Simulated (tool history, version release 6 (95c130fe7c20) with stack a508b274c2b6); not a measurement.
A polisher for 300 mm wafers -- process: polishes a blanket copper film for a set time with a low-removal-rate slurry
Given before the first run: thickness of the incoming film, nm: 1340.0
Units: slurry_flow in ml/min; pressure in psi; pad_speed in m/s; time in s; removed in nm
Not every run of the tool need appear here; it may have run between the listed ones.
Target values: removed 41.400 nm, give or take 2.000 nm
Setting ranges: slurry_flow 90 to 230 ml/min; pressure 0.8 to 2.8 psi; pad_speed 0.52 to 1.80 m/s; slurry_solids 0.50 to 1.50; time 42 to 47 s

run,day,slurry_flow,pressure,pad_speed,slurry_solids,time,removed
1,0.000,150,1.8,1.16,1.00,47,88.580
2,0.346,170,1.8,1.16,1.00,47,89.834
3,0.529,170,1.8,1.16,1.00,42,79.400
4,0.738,170,1.5,1.12,1.00,42,65.790
5,0.912,170,1.5,1.30,1.00,42,76.275
6,1.233,170,1.5,1.30,1.00,47,85.376
7,1.288,170,1.3,1.20,1.00,47,69.034
8,1.412,170,1.2,1.12,1.00,47,61.607
9,1.729,170,1.1,1.06,1.00,47,52.582
10,2.000,170,1.0,1.04,1.00,47,47.643

Of the 5 settings listed for the next run, only one would bring every result within its allowed miss of target. Which one?
A,2.271,185,0.9,1.00,1.10,46,?
B,2.271,170,1.1,1.14,1.00,45,?
C,2.271,175,1.3,0.86,1.25,44,?
D,2.271,175,1.1,1.12,1.05,47,?
E,2.271,185,1.0,1.36,0.95,45,?

move,removed
A,40.774
B,52.270
C,49.669
D,54.764
E,56.121
A: all results in spec
B: misses by more than the last run did
C: misses by more than the last run did
D: misses by more than the last run did
E: misses by more than the last run did
The move that meets every target is A.
